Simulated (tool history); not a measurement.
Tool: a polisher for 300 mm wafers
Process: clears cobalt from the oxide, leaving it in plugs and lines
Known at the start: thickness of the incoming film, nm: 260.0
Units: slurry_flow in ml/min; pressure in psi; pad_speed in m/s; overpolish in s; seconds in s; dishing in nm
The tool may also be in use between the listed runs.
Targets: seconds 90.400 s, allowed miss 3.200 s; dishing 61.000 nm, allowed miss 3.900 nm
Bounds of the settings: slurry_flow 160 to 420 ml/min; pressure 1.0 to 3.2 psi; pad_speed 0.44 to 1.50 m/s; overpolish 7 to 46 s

run	hour	slurry_flow	pressure	pad_speed	overpolish	seconds	dishing
1	0.0	270	2.1	0.96	24	51.903	59.098
2	5.5	270	2.1	0.96	17	51.927	51.900
3	10.2	270	1.7	0.94	24	65.440	54.533
4	17.4	270	1.5	0.94	28	73.085	56.776
5	25.6	270	1.4	0.94	31	77.520	58.852
6	33.0	270	1.4	1.06	31	71.164	61.264
7	39.6	270	1.4	1.06	31	70.245	59.631
8	47.4	270	1.3	1.04	33	75.596	59.459
9	51.0	270	1.2	1.04	35	82.177	61.293
10	53.8	270	1.0	1.04	36	97.298	55.986
11	57.3	270	1.0	1.04	37	97.678	56.015
12	60.3	270	1.0	1.04	38	98.174	59.983

Which of these 5 next moves meets every target?
A	63.3	315	1.0	0.92	40	?	?
B	63.3	230	1.1	1.14	37	?	?
C	63.3	235	1.0	0.92	44	?	?
D	63.3	235	1.3	0.90	40	?	?
E	63.3	255	1.1	1.04	27	?	?

move	seconds	dishing
A	107.180	55.173
B	82.367	59.737
C	110.660	56.874
D	88.198	60.037
E	88.918	49.324
A: further off than the last run
B: takes the result that was furthest off past its target
C: further off than the last run
D: meets every target
E: brings the result that was furthest off to its target, and leaves another outside
Move D is the one to make.
